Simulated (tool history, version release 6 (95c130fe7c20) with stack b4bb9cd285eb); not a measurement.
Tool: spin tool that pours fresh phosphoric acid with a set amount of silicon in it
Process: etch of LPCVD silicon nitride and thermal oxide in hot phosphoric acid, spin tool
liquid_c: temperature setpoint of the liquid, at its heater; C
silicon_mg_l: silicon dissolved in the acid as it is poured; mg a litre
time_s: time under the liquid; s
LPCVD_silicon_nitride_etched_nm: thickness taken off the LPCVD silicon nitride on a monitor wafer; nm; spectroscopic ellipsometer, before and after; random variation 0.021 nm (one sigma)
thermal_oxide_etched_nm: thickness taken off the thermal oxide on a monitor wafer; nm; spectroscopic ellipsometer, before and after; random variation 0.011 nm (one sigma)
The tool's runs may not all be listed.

run,day,liquid_c,silicon_mg_l,time_s,LPCVD_silicon_nitride_etched_nm,thermal_oxide_etched_nm
1,0.000,164.0,27.0,100,9.4103,0.245020
2,0.208,162.5,34.0,90,8.0666,0.090819
3,0.433,161.5,31.5,85,7.3658,0.081432
4,0.646,161.0,30.5,85,7.2538,0.088413
5,0.988,160.5,31.0,85,7.0854,0.124660
6,1.267,160.5,31.0,65,5.4787,0.076249
7,1.442,161.5,33.5,65,5.6290,0.046603

Run 8 comes next. What will it give?
8,1.600,162.5,33.0,65,?,?

Run 8 gave LPCVD_silicon_nitride_etched_nm 5.8374 nm, thermal_oxide_etched_nm 0.103710 nm.
